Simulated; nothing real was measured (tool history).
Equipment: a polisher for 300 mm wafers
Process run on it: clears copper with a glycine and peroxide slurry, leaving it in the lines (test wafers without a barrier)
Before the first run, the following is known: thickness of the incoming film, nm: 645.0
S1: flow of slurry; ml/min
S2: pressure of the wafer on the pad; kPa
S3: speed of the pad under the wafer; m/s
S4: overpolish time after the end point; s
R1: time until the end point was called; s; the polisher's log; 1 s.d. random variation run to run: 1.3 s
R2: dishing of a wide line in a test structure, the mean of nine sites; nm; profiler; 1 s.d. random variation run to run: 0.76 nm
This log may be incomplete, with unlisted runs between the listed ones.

run 1 hour=0 | S1=215 S2=18.6 S3=1.2 S4=18 | R1=84.475 R2=76.815
run 2 hour=8.7 | S1=165 S2=18.6 S3=1.2 S4=18 | R1=89.124 R2=74.011
run 3 hour=16.6 | S1=165 S2=18.6 S3=1.2 S4=23 | R1=87.154 R2=91.787
run 4 hour=24.4 | S1=165 S2=18.6 S3=1.1 S4=23 | R1=91.602 R2=85.114
run 5 hour=27.8 | S1=165 S2=18.6 S3=0.96 S4=23 | R1=102.21 R2=80.842
run 6 hour=31.9 | S1=165 S2=15.9 S3=0.96 S4=23 | R1=117.38 R2=74.702
run 7 hour=33.6 | S1=165 S2=16.5 S3=0.92 S4=19 | R1=114.38 R2=67.857
run 8 hour=36.2 | S1=185 S2=15.9 S3=0.94 S4=16 | R1=115.02 R2=56.635
run 9 hour=37.2 | S1=200 S2=15.2 S3=0.94 S4=14 | R1=118.42 R2=48.516
run 10 hour=44.7 | S1=205 S2=15.2 S3=0.94 S4=12 | R1=117.14 R2=43.324

Run 11 comes next. What will it give?
run 11 hour=48.6 | S1=205 S2=15.2 S3=0.94 S4=11 | R1=? R2=?

For run 11 the tool returned R1 116.64 s, R2 40.332 nm.
